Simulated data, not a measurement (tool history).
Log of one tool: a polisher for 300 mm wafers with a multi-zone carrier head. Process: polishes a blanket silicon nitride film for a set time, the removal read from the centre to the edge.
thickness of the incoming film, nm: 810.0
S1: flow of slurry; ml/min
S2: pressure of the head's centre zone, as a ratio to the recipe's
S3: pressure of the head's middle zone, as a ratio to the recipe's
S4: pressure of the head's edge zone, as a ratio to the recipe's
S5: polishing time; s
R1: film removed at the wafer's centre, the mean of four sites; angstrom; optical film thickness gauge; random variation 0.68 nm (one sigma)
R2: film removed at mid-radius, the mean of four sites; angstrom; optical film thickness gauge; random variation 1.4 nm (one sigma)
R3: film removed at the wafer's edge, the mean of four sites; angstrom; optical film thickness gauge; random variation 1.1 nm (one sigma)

| run | hour | S1 | S2 | S3 | S4 | S5 | R1 | R2 | R3 |
|---|---|---|---|---|---|---|---|---|---|
| 1 | 0 | 260 | 1 | 1 | 1 | 68 | 1103.6 | 1156.2 | 1112 |
| 2 | 8.3 | 255 | 0.98 | 1.01 | 0.97 | 67 | 1071 | 1166.4 | 1065.1 |
| 3 | 16.3 | 255 | 0.98 | 1.01 | 0.9 | 67 | 1074.9 | 1113.5 | 1007.8 |
| 4 | 25 | 250 | 0.96 | 1.01 | 0.89 | 67 | 1052.2 | 1158 | 1019.5 |
| 5 | 27.7 | 250 | 0.96 | 0.98 | 0.89 | 67 | 1057.4 | 1126.9 | 1029.7 |
| 6 | 33.5 | 245 | 0.94 | 0.98 | 0.88 | 66 | 1010.6 | 1125.9 | 1013.8 |

The next listed run, before its measurement:
| 7 | 35.7 | 240 | 0.93 | 0.98 | 0.87 | 65 | ? | ? | ? |

R1: 972.36 angstrom
R2: 1064.1 angstrom
R3: 989.1 angstrom

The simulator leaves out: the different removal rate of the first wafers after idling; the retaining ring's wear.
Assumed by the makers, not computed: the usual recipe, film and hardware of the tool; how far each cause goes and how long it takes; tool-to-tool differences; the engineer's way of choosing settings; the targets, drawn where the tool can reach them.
